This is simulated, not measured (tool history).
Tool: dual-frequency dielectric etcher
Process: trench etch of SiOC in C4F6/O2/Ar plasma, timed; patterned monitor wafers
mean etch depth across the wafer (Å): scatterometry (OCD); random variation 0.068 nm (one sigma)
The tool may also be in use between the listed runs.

run,day,source power (W),bias power (W),etch time (s),mean etch depth across the wafer (Å)
1,0.000,280,224,13.5,283.07
2,0.121,280,224,12.5,261.75
3,0.304,250,201,12.5,242.39
4,0.367,280,201,12.5,253.11
5,0.721,240,201,12.5,239.37
6,0.746,240,225,12.5,249.35
# day 0.938: bias power generator calibrated
7,0.938,220,205,12.5,232.18
8,1.088,200,195,12.5,219.04

Run 9 comes next. What will it give?
9,1.200,190,190,12.5,?

{"run 9": {"mean etch depth across the wafer (Å)": 214.22}}
